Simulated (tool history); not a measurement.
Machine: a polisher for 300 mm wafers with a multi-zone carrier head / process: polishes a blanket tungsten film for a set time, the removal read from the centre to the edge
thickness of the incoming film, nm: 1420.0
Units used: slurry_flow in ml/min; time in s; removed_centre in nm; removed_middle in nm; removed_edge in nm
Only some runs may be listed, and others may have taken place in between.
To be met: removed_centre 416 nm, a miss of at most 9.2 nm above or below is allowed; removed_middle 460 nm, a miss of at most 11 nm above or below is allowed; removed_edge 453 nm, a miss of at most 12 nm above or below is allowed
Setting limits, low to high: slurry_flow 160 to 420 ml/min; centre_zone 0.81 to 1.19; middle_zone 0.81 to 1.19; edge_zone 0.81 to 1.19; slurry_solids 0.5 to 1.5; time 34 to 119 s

run	hour	slurry_flow	centre_zone	middle_zone	edge_zone	slurry_solids	time	removed_centre	removed_middle	removed_edge
1	0	270	1	1	1	1	76	537.59	526.86	537.18
2	1	270	0.94	1	1	1	76	505.44	525.65	543.12
3	4	270	0.94	1	1	0.85	76	488.35	501.91	519.18
4	11.4	260	0.92	1	0.97	0.8	76	474.16	495.82	506.43
5	15.1	300	0.92	1	0.97	0.8	76	473.52	502.27	501.62
6	23.6	300	0.9	0.99	0.95	0.75	76	457.46	487.56	494.2
7	26.9	225	0.85	0.99	0.85	0.7	76	418.26	468.26	463.29
8	28.2	225	0.85	0.99	0.84	0.7	76	422.02	472.5	468.81

Exactly one of the 5 candidate moves below puts every result within its allowed miss. Which one?
A	29.5	230	0.86	0.95	0.87	0.65	80	?	?	?
B	29.5	215	0.84	0.98	0.81	0.8	73	?	?	?
C	29.5	160	0.82	0.89	0.91	0.85	77	?	?	?
D	29.5	220	0.91	1	0.89	0.75	73	?	?	?
E	29.5	235	0.82	1.05	0.9	0.75	75	?	?	?

move	removed_centre	removed_middle	removed_edge
A	435.44	477.41	491.56
B	407.66	464.88	460.89
C	416.88	457.53	500.68
D	429.08	464.29	465.76
E	407.65	495.08	481.56
A: further off than the last run
B: in spec on every target
C: further off than the last run
D: further off than the last run
E: further off than the last run
Answer: B
